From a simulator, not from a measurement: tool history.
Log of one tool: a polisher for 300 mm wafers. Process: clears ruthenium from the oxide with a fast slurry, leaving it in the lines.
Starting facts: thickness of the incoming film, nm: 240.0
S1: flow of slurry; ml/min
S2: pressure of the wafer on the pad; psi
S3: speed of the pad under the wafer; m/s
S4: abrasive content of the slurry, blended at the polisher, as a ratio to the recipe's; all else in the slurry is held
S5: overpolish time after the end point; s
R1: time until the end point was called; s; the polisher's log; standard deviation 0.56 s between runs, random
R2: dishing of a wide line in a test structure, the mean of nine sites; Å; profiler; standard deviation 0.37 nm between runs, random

{"run": 1, "day": 0.0, "S1": 125, "S2": 2.2, "S3": 1.14, "S4": 1.0, "S5": 16, "R1": 68.313, "R2": 416.08}
{"run": 2, "day": 0.367, "S1": 130, "S2": 2.2, "S3": 1.14, "S4": 1.0, "S5": 13, "R1": 68.706, "R2": 363.94}
{"run": 3, "day": 0.596, "S1": 115, "S2": 2.3, "S3": 1.14, "S4": 1.0, "S5": 10, "R1": 64.599, "R2": 277.18}
{"run": 4, "day": 0.962, "S1": 105, "S2": 2.3, "S3": 1.14, "S4": 1.0, "S5": 9, "R1": 67.467, "R2": 246.18}
{"run": 5, "day": 1.217, "S1": 100, "S2": 2.4, "S3": 1.14, "S4": 1.0, "S5": 8, "R1": 65.569, "R2": 225.62}
{"run": 6, "day": 1.421, "S1": 130, "S2": 2.4, "S3": 1.14, "S4": 1.0, "S5": 8, "R1": 61.579, "R2": 253.9}
{"run": 7, "day": 1.7, "S1": 120, "S2": 2.4, "S3": 1.14, "S4": 1.0, "S5": 7, "R1": 63.596, "R2": 208.56}
{"day": 1.971, "done": "slurry blender recalibrated"}
{"run": 8, "day": 1.971, "S1": 120, "S2": 2.4, "S3": 1.14, "S4": 1.0, "S5": 6, "R1": 57.012, "R2": 195.04}

Expected results for the next run?
{"run": 9, "day": 2.175, "S1": 115, "S2": 2.4, "S3": 1.14, "S4": 1.0, "S5": 6, "R1": "?", "R2": "?"}

Logged for run 9: R1 58.513 s, R2 199.40 Å.
